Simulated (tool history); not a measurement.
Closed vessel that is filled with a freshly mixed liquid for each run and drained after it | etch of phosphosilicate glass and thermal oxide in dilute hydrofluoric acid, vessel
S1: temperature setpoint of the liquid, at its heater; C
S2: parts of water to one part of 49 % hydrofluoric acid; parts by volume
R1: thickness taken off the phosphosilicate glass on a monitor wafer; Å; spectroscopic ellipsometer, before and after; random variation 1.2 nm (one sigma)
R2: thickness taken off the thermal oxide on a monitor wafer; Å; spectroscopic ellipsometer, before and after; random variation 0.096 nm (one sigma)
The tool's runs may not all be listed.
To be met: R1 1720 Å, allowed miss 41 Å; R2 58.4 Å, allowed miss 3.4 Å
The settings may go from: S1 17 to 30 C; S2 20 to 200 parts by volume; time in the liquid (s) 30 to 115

{"run": 1, "hour": 0.0, "S1": 22, "S2": 110, "time in the liquid (s)": 60, "R1": 724.16, "R2": 24.976}
{"run": 2, "hour": 7.2, "S1": 22, "S2": 110, "time in the liquid (s)": 80, "R1": 980.06, "R2": 33.025}
{"run": 3, "hour": 11.0, "S1": 22, "S2": 145, "time in the liquid (s)": 80, "R1": 708.42, "R2": 24.169}
{"run": 4, "hour": 16.8, "S1": 22, "S2": 105, "time in the liquid (s)": 80, "R1": 1035.6, "R2": 35.725}
{"run": 5, "hour": 19.1, "S1": 22, "S2": 105, "time in the liquid (s)": 100, "R1": 1285.8, "R2": 43.014}
{"run": 6, "hour": 24.7, "S1": 22, "S2": 105, "time in the liquid (s)": 115, "R1": 1492.5, "R2": 48.691}
{"run": 7, "hour": 29.7, "S1": 23.5, "S2": 105, "time in the liquid (s)": 115, "R1": 1581.8, "R2": 54.349}
{"run": 8, "hour": 31.0, "S1": 23.5, "S2": 100, "time in the liquid (s)": 115, "R1": 1658, "R2": 55.784}

5 next moves are on the table. One of them brings every result within its allowed miss. Which?
{"run": "A", "hour": 32.3, "S1": 26.5, "S2": 110, "time in the liquid (s)": 110, "R1": "?", "R2": "?"}
{"run": "B", "hour": 32.3, "S1": 26, "S2": 110, "time in the liquid (s)": 115, "R1": "?", "R2": "?"}
{"run": "C", "hour": 32.3, "S1": 26, "S2": 105, "time in the liquid (s)": 105, "R1": "?", "R2": "?"}
{"run": "D", "hour": 32.3, "S1": 27, "S2": 110, "time in the liquid (s)": 110, "R1": "?", "R2": "?"}
{"run": "E", "hour": 32.3, "S1": 24, "S2": 100, "time in the liquid (s)": 115, "R1": "?", "R2": "?"}

move=A R1=1629.2 R2=54.957
move=B R1=1670.8 R2=56.359
move=C R1=1608.3 R2=54.253
move=D R1=1660.7 R2=56.02
move=E R1=1720.9 R2=58.051
A: further off than the last run
B: nearer than the last run, and not there yet
C: further off than the last run
D: as far off as the last run
E: meets every target
The right move is E.

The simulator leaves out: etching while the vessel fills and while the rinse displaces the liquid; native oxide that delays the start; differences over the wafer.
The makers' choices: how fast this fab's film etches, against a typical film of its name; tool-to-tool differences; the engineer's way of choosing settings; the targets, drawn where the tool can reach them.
